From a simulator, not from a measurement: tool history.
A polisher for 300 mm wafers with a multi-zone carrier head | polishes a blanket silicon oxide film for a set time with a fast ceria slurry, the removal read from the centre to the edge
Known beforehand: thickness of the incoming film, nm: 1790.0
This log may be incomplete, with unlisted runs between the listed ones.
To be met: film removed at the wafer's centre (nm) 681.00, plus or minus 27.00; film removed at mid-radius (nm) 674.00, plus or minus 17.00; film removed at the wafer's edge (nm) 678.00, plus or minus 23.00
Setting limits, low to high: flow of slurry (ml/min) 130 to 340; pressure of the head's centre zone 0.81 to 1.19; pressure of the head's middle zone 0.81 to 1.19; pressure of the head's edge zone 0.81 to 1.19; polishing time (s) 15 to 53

run	hour	flow of slurry (ml/min)	pressure of the head's centre zone	pressure of the head's middle zone	pressure of the head's edge zone	polishing time (s)	film removed at the wafer's centre (nm)	film removed at mid-radius (nm)	film removed at the wafer's edge (nm)
1	0.0	220	1.00	1.00	1.00	34	570.58	586.13	579.35
2	5.4	220	0.95	1.00	1.00	34	554.23	595.97	573.39
3	6.9	250	0.95	1.00	1.00	34	553.90	595.16	583.27
4	14.7	250	0.95	1.08	1.00	34	574.35	636.71	577.04
5	17.6	260	0.99	1.08	1.05	35	612.18	649.79	596.51
6	25.4	260	0.99	1.15	1.05	35	614.36	685.31	610.22
7	33.9	250	1.01	1.12	1.09	36	642.42	687.30	627.09
8	42.7	250	1.01	1.12	1.09	36	630.90	688.74	633.42
9	46.3	250	1.03	1.09	1.11	37	659.07	693.83	659.90

Next run, 5 choices. One meets every target within its allowed miss, the rest don't. Which?
A	49.9	275	1.01	1.15	1.13	37	?	?	?
B	49.9	270	1.03	1.13	1.06	38	?	?	?
C	49.9	235	1.07	1.05	1.15	37	?	?	?
D	49.9	270	1.04	1.15	1.11	34	?	?	?
E	49.9	240	1.01	1.16	1.13	38	?	?	?

move	film removed at the wafer's centre (nm)	film removed at mid-radius (nm)	film removed at the wafer's edge (nm)
A	656.00	721.64	659.98
B	685.70	730.26	655.52
C	682.15	663.80	658.42
D	619.59	661.83	600.13
E	663.18	735.34	670.49
A: further off than the last run
B: further off than the last run
C: each result inside its tolerance
D: the worst result of the last run now meets its target, but another is out of spec
E: further off than the last run
C meets every target.

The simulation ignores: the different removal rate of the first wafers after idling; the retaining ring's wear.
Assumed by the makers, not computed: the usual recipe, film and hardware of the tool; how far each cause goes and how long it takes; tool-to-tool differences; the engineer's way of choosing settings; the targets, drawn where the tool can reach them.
